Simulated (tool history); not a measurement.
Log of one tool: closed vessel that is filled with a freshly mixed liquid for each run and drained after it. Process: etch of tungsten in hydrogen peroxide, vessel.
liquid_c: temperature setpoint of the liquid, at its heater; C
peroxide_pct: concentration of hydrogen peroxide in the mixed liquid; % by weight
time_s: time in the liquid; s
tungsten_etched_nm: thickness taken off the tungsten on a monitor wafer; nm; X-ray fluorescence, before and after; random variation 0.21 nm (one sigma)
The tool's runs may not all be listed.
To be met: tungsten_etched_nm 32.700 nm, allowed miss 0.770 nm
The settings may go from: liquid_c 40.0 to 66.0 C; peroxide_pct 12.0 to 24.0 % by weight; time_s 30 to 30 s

run 1 day=0.000 | liquid_c=56.0 peroxide_pct=16.0 time_s=30 | tungsten_etched_nm=62.803
run 2 day=0.171 | liquid_c=56.0 peroxide_pct=19.0 time_s=30 | tungsten_etched_nm=69.739
run 3 day=0.296 | liquid_c=61.0 peroxide_pct=19.0 time_s=30 | tungsten_etched_nm=91.700
run 4 day=0.467 | liquid_c=61.0 peroxide_pct=22.0 time_s=30 | tungsten_etched_nm=99.066
run 5 day=0.754 | liquid_c=56.5 peroxide_pct=22.0 time_s=30 | tungsten_etched_nm=76.923
run 6 day=1.104 | liquid_c=56.5 peroxide_pct=22.0 time_s=30 | tungsten_etched_nm=75.822
run 7 day=1.417 | liquid_c=53.5 peroxide_pct=22.0 time_s=30 | tungsten_etched_nm=64.024
run 8 day=1.800 | liquid_c=51.0 peroxide_pct=22.0 time_s=30 | tungsten_etched_nm=54.716
run 9 day=1.962 | liquid_c=49.0 peroxide_pct=22.0 time_s=30 | tungsten_etched_nm=49.087
run 10 day=2.350 | liquid_c=47.5 peroxide_pct=22.0 time_s=30 | tungsten_etched_nm=44.187
run 11 day=2.446 | liquid_c=46.5 peroxide_pct=22.0 time_s=30 | tungsten_etched_nm=41.230
run 12 day=2.658 | liquid_c=45.5 peroxide_pct=22.0 time_s=30 | tungsten_etched_nm=39.310

Which of these 4 next moves meets every target?
run A day=2.871 | liquid_c=41.0 peroxide_pct=24.0 time_s=30 | tungsten_etched_nm=?
run B day=2.871 | liquid_c=42.5 peroxide_pct=22.5 time_s=30 | tungsten_etched_nm=?
run C day=2.871 | liquid_c=42.0 peroxide_pct=21.0 time_s=30 | tungsten_etched_nm=?
run D day=2.871 | liquid_c=44.0 peroxide_pct=21.0 time_s=30 | tungsten_etched_nm=?

move=A tungsten_etched_nm=30.517
move=B tungsten_etched_nm=32.543
move=C tungsten_etched_nm=30.447
move=D tungsten_etched_nm=34.595
A: takes the result that was furthest off past its target
B: meets every target
C: takes the result that was furthest off past its target
D: nearer than the last run, and not there yet
Move B is the one to make.
